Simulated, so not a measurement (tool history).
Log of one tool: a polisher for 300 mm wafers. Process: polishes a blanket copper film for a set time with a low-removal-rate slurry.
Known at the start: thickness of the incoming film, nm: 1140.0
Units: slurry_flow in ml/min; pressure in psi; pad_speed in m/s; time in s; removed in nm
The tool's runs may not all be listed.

{"run": 1, "hour": 0.0, "slurry_flow": 190, "pressure": 2.9, "pad_speed": 1.14, "slurry_solids": 1.0, "time": 46, "removed": 147.33}
{"run": 2, "hour": 8.5, "slurry_flow": 195, "pressure": 3.2, "pad_speed": 1.14, "slurry_solids": 1.0, "time": 46, "removed": 159.79}
{"run": 3, "hour": 15.1, "slurry_flow": 195, "pressure": 2.8, "pad_speed": 1.14, "slurry_solids": 1.0, "time": 46, "removed": 144.28}
{"run": 4, "hour": 20.8, "slurry_flow": 195, "pressure": 2.8, "pad_speed": 1.14, "slurry_solids": 1.0, "time": 46, "removed": 143.57}
{"run": 5, "hour": 22.7, "slurry_flow": 200, "pressure": 3.2, "pad_speed": 1.14, "slurry_solids": 1.0, "time": 46, "removed": 160.84}
{"run": 6, "hour": 27.2, "slurry_flow": 200, "pressure": 2.9, "pad_speed": 1.14, "slurry_solids": 1.0, "time": 46, "removed": 146.54}
{"run": 7, "hour": 32.4, "slurry_flow": 215, "pressure": 3.7, "pad_speed": 1.16, "slurry_solids": 1.0, "time": 46, "removed": 189.9}

Run 8 comes next. What will it give?
{"run": 8, "hour": 37.6, "slurry_flow": 215, "pressure": 3.9, "pad_speed": 1.16, "slurry_solids": 1.0, "time": 46, "removed": "?"}

removed: 204.19 nm

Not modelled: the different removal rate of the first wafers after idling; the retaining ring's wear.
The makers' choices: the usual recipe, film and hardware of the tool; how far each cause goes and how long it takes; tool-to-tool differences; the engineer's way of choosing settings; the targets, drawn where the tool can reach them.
